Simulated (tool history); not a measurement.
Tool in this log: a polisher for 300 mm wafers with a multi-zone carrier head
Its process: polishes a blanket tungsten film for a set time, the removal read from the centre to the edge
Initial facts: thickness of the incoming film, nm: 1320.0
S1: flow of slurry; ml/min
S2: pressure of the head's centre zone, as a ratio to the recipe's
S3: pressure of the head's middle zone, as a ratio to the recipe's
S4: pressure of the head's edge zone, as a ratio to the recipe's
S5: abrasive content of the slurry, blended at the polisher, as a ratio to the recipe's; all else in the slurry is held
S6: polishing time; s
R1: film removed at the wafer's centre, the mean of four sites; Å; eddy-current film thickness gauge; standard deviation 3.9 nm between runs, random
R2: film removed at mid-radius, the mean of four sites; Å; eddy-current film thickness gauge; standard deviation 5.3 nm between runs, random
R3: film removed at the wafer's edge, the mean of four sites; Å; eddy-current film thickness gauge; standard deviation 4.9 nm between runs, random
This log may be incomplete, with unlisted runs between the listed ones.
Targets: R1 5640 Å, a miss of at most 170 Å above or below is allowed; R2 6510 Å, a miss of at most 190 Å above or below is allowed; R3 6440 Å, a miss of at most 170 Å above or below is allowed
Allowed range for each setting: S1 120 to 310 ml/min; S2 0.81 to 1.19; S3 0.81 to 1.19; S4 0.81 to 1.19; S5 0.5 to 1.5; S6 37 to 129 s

Run 1, day 0: S1 200 ml/min, S2 1, S3 1, S4 1, S5 1, S6 83 s. Result: R1 5208.4 Å, R2 5010.4 Å, R3 5105.8 Å.
Run 2, day 0.046: S1 205 ml/min, S2 0.99, S3 1.01, S4 1.02, S5 1.05, S6 83 s. Result: R1 5242.2 Å, R2 5109.7 Å, R3 5325.8 Å.
Run 3, day 0.142: S1 205 ml/min, S2 0.99, S3 1.01, S4 1.02, S5 1.05, S6 73 s. Result: R1 4547.1 Å, R2 4536.6 Å, R3 4681.8 Å.
Run 4, day 0.512: S1 175 ml/min, S2 0.99, S3 1.01, S4 1.02, S5 1.05, S6 73 s. Result: R1 4466.5 Å, R2 4426.3 Å, R3 4555.8 Å.
Run 5, day 0.596: S1 185 ml/min, S2 0.99, S3 1.03, S4 1.03, S5 1.1, S6 74 s. Result: R1 4655.7 Å, R2 4636.5 Å, R3 4642.8 Å.
Run 6, day 0.917: S1 185 ml/min, S2 0.99, S3 1.03, S4 1.1, S5 1.1, S6 74 s. Result: R1 4708 Å, R2 4622.5 Å, R3 4817.3 Å.
Run 7, day 1.092: S1 195 ml/min, S2 0.98, S3 1.04, S4 1.11, S5 1.15, S6 75 s. Result: R1 4738.4 Å, R2 4755.8 Å, R3 5034.4 Å.
Run 8, day 1.262: S1 195 ml/min, S2 0.98, S3 1.04, S4 1.11, S5 1.15, S6 75 s. Result: R1 4813.7 Å, R2 4827.9 Å, R3 5033.2 Å.
Run 9, day 1.421: S1 245 ml/min, S2 0.91, S3 1.14, S4 1.19, S5 1.4, S6 85 s. Result: R1 5420.7 Å, R2 6424.1 Å, R3 6354.1 Å.
Run 10, day 1.504: S1 245 ml/min, S2 0.91, S3 1.14, S4 1.19, S5 1.4, S6 85 s. Result: R1 5416.1 Å, R2 6372.5 Å, R3 6191.4 Å.

Pick the move, out of 4, that brings all results within their allowed miss; only one does.
Run A, day 1.588: S1 300 ml/min, S2 0.85, S3 1.04, S4 1.19, S5 1.15, S6 96 s. Result: R1 ?, R2 ?, R3 ?.
Run B, day 1.588: S1 185 ml/min, S2 0.94, S3 1.16, S4 1.19, S5 1.35, S6 90 s. Result: R1 ?, R2 ?, R3 ?.
Run C, day 1.588: S1 265 ml/min, S2 0.94, S3 0.98, S4 1.19, S5 1.2, S6 94 s. Result: R1 ?, R2 ?, R3 ?.
Run D, day 1.588: S1 250 ml/min, S2 0.97, S3 1.15, S4 1.18, S5 1.4, S6 81 s. Result: R1 ?, R2 ?, R3 ?.

move      R1      R2      R3
   A  5631.1  6543.7  7069.2
   B  5632.3  6532.9  6524.1
   C    6065  6064.1  6919.3
   D  5539.7  6146.2  6089.7
A: carries the result that was furthest off beyond its target, to the other side
B: hits every target within its allowed miss
C: carries the result that was furthest off beyond its target, to the other side
D: the biggest miss grows against the last run
B is the move that brings every result within its allowed miss.
